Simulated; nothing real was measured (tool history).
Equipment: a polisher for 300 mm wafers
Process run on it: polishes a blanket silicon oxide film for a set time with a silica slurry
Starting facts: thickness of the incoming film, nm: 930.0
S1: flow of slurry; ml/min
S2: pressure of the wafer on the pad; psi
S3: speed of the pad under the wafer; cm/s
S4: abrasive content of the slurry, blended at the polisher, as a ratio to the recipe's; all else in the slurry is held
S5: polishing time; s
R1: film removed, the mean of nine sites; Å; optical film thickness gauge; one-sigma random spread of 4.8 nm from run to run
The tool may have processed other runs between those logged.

Run 1, hour 0: S1 250 ml/min, S2 5.5 psi, S3 104 cm/s, S4 1, S5 90 s. Result: R1 3192.6 Å.
Run 2, hour 1.9: S1 250 ml/min, S2 5.5 psi, S3 104 cm/s, S4 0.9, S5 90 s. Result: R1 3078.6 Å.
Run 3, hour 6: S1 250 ml/min, S2 5.8 psi, S3 104 cm/s, S4 0.9, S5 90 s. Result: R1 3276.5 Å.
Run 4, hour 14.4: S1 250 ml/min, S2 6 psi, S3 104 cm/s, S4 0.9, S5 90 s. Result: R1 3353.2 Å.
Run 5, hour 22.4: S1 250 ml/min, S2 5.1 psi, S3 104 cm/s, S4 0.9, S5 90 s. Result: R1 2866.2 Å.
Run 6, hour 25.6: S1 250 ml/min, S2 5.1 psi, S3 104 cm/s, S4 1.05, S5 90 s. Result: R1 2992.4 Å.

Expected results for the next run?
Run 7, hour 33.7: S1 250 ml/min, S2 5.4 psi, S3 104 cm/s, S4 1.05, S5 90 s. Result: R1 ?.

R1: 3152 Å

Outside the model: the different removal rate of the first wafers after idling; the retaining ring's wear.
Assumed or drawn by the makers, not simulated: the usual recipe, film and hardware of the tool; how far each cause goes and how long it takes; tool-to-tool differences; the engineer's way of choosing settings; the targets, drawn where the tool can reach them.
